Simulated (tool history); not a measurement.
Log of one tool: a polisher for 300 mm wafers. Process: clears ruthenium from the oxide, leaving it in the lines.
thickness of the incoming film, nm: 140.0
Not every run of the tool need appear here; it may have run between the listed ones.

run	hour	flow of slurry (ml/min)	pressure of the wafer on the pad (kPa)	speed of the pad under the wafer (cm/s)	overpolish time after the end point (s)	time until the end point was called (s)
1	0	220	19.3	102	19	86.516
2	2.8	255	19.3	102	19	83.509
3	11.6	255	19.3	86	19	99.102
4	12.6	255	15.2	86	19	128.71
5	16	255	15.2	60	19	179.39
6	18	210	15.2	60	19	184.74

Forecast run 7:
7	21.2	220	17.2	60	19	?

time until the end point was called (s): 159.32
